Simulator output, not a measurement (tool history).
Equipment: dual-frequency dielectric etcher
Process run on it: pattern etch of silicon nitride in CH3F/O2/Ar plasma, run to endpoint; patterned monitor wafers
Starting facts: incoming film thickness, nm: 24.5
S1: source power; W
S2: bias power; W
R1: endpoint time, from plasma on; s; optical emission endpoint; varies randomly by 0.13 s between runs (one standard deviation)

run 1 hour=0 | S1=510 S2=71 | R1=31.913
run 2 hour=6.2 | S1=470 S2=71 | R1=33.212
run 3 hour=13.1 | S1=420 S2=69 | R1=35.443
run 4 hour=14.8 | S1=390 S2=68 | R1=36.702
run 5 hour=22.3 | S1=370 S2=68 | R1=37.907
run 6 hour=29.1 | S1=440 S2=68 | R1=34.679

Expected results for the next run?
run 7 hour=34.1 | S1=410 S2=67 | R1=?

Run 7 yielded R1 36.162 s.
